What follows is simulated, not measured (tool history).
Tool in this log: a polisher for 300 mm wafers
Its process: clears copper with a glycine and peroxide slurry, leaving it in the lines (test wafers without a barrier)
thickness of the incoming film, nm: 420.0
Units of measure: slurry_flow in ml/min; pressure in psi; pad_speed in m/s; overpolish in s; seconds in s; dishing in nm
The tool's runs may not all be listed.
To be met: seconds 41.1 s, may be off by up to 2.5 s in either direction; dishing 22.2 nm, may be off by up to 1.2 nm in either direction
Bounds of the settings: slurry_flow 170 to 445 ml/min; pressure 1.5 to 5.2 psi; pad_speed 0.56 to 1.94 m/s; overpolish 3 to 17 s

Run 1, day 0: slurry_flow 285 ml/min, pressure 3.3 psi, pad_speed 1.24 m/s, overpolish 9 s. Result: seconds 51.761 s, dishing 44.367 nm.
Run 2, day 0.038: slurry_flow 285 ml/min, pressure 3.3 psi, pad_speed 1.54 m/s, overpolish 9 s. Result: seconds 41.739 s, dishing 48.894 nm.
Run 3, day 0.275: slurry_flow 285 ml/min, pressure 3.3 psi, pad_speed 1.24 m/s, overpolish 9 s. Result: seconds 49.785 s, dishing 43.263 nm.
Run 4, day 0.442: slurry_flow 310 ml/min, pressure 3.3 psi, pad_speed 1.24 m/s, overpolish 9 s. Result: seconds 50.459 s, dishing 44.193 nm.
Run 5, day 0.796: slurry_flow 310 ml/min, pressure 2.9 psi, pad_speed 1.24 m/s, overpolish 9 s. Result: seconds 56.563 s, dishing 40.753 nm.
Run 6, day 1.158: slurry_flow 260 ml/min, pressure 2.5 psi, pad_speed 1.48 m/s, overpolish 7 s. Result: seconds 55.206 s, dishing 33.428 nm.
Run 7, day 1.304: slurry_flow 230 ml/min, pressure 2.4 psi, pad_speed 1.64 m/s, overpolish 6 s. Result: seconds 51.365 s, dishing 31.758 nm.
Run 8, day 1.588: slurry_flow 210 ml/min, pressure 2.3 psi, pad_speed 1.74 m/s, overpolish 5 s. Result: seconds 53.717 s, dishing 27.366 nm.
Run 9, day 1.808: slurry_flow 195 ml/min, pressure 2.4 psi, pad_speed 1.8 m/s, overpolish 4 s. Result: seconds 48.392 s, dishing 23.565 nm.

Exercise: of the 4 proposed moves below, exactly one satisfies all targets within the stated allowed misses. Which move is it?
Run A, day 2.029: slurry_flow 245 ml/min, pressure 2.3 psi, pad_speed 1.66 m/s, overpolish 4 s. Result: seconds ?, dishing ?.
Run B, day 2.029: slurry_flow 175 ml/min, pressure 1.8 psi, pad_speed 1.78 m/s, overpolish 5 s. Result: seconds ?, dishing ?.
Run C, day 2.029: slurry_flow 175 ml/min, pressure 2.1 psi, pad_speed 1.7 m/s, overpolish 5 s. Result: seconds ?, dishing ?.
Run D, day 2.029: slurry_flow 175 ml/min, pressure 3 psi, pad_speed 1.78 m/s, overpolish 3 s. Result: seconds ?, dishing ?.

move  seconds  dishing
   A   54.357   23.064
   B   64.395   23.943
   C   58.733   25.889
   D    41.21   22.937
A: misses by more than the last run did
B: misses by more than the last run did
C: misses by more than the last run did
D: in spec on every target
D meets every target.

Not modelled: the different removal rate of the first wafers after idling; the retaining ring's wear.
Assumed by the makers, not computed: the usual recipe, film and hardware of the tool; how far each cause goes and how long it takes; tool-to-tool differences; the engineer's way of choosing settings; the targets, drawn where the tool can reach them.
